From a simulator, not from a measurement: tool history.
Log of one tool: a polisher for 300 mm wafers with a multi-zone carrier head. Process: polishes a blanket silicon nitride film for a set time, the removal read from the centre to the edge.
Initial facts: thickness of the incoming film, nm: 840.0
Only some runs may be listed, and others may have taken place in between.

| run | hour | flow of slurry (ml/min) | pressure of the head's centre zone | pressure of the head's middle zone | pressure of the head's edge zone | polishing time (s) | film removed at the wafer's centre (angstrom) | film removed at mid-radius (angstrom) | film removed at the wafer's edge (angstrom) |
|---|---|---|---|---|---|---|---|---|---|
| 1 | 0 | 235 | 1 | 1 | 1 | 75 | 947.47 | 1001.3 | 963.46 |
| 2 | 7.5 | 235 | 1 | 1 | 0.97 | 75 | 960.07 | 976.02 | 956.42 |
| 3 | 8.6 | 200 | 1 | 1 | 0.97 | 75 | 927.73 | 958.03 | 926.92 |
| 4 | 15.2 | 200 | 1 | 0.94 | 0.97 | 75 | 934.62 | 930.05 | 926.55 |
| 5 | 16.4 | 200 | 1 | 0.94 | 0.92 | 75 | 932.32 | 935.75 | 888.92 |
| 6 | 25 | 200 | 1 | 0.94 | 0.92 | 84 | 1028.9 | 1036.7 | 1019 |
| 7 | 31.9 | 220 | 1.01 | 0.95 | 0.93 | 84 | 1073.6 | 1031.8 | 1021.5 |
| 8 | 38.6 | 235 | 1.01 | 0.97 | 0.94 | 85 | 1084.9 | 1101.2 | 1064.7 |
| 9 | 42.6 | 245 | 1.02 | 0.97 | 0.95 | 85 | 1097.2 | 1086.5 | 1049.6 |
| 10 | 45.6 | 250 | 1.02 | 0.97 | 0.97 | 86 | 1120.6 | 1119.9 | 1080.9 |

For run 11, what comes out?
| 11 | 50.4 | 255 | 1.02 | 0.96 | 0.99 | 86 | ? | ? | ? |

film removed at the wafer's centre (angstrom): 1121.2
film removed at mid-radius (angstrom): 1099
film removed at the wafer's edge (angstrom): 1083.9
